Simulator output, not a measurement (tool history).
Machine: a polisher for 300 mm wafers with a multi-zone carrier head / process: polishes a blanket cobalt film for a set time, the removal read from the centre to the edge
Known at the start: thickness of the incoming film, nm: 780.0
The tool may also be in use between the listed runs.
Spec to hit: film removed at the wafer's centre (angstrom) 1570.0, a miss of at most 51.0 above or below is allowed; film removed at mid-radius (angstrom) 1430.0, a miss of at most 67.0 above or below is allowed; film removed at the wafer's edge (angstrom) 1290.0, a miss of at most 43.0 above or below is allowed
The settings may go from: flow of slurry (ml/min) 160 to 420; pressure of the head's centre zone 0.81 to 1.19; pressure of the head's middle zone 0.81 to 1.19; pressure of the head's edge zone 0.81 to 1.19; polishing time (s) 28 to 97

run  hour  flow of slurry (ml/min)  pressure of the head's centre zone  pressure of the head's middle zone  pressure of the head's edge zone  polishing time (s)  film removed at the wafer's centre (angstrom)  film removed at mid-radius (angstrom)  film removed at the wafer's edge (angstrom)
  1   0.0                      270                                1.00                                1.00                              1.00                  62                                         2544.8                                 2220.7                                       2174.5
  2   2.9                      270                                0.99                                1.00                              0.96                  53                                         2142.8                                 1827.0                                       1840.2
  3  11.9                      270                                0.99                                1.04                              0.96                  53                                         2161.8                                 1918.8                                       1851.7
  4  17.8                      270                                0.99                                1.12                              0.96                  53                                         2165.1                                 2030.9                                       1831.2
  5  26.5                      270                                0.91                                1.12                              0.96                  53                                         1955.6                                 2007.3                                       1880.0
  6  28.1                      270                                0.86                                1.12                              0.96                  53                                         1876.6                                 2025.9                                       1881.0
  7  36.8                      270                                0.90                                1.11                              0.92                  47                                         1726.8                                 1799.6                                       1601.9
  8  41.6                      265                                0.91                                1.06                              0.89                  45                                         1686.5                                 1641.9                                       1524.2
  9  42.4                      260                                0.92                                1.05                              0.86                  43                                         1597.2                                 1569.9                                       1456.9
     47.5  -- centre zone pressure recalibrated
 10  47.5                      265                                0.95                                1.05                              0.85                  41                                         1438.5                                 1485.4                                       1348.6
 11  48.8                      250                                1.02                                1.04                              0.86                  41                                         1564.6                                 1509.9                                       1377.9

Which of these 4 next moves meets every target?
  A  50.1                      195                                0.90                                1.08                              0.84                  43                                              ?                                      ?                                            ?
  B  50.1                      285                                1.12                                1.16                              0.81                  40                                              ?                                      ?                                            ?
  C  50.1                      270                                1.06                                1.07                              0.85                  39                                              ?                                      ?                                            ?
  D  50.1                      280                                1.16                                1.17                              0.81                  36                                              ?                                      ?                                            ?

move  film removed at the wafer's centre (angstrom)  film removed at mid-radius (angstrom)  film removed at the wafer's edge (angstrom)
   A                                         1384.1                                 1561.9                                       1386.7
   B                                         1664.3                                 1581.0                                       1301.8
   C                                         1527.1                                 1445.5                                       1290.6
   D                                         1549.5                                 1429.8                                       1170.3
A: moves away from the targets compared with the last run
B: the furthest-off result lands on target, but another misses its tolerance
C: hits every target within its allowed miss
D: takes the biggest miss from the last run beyond its target
Move C is the one to make.
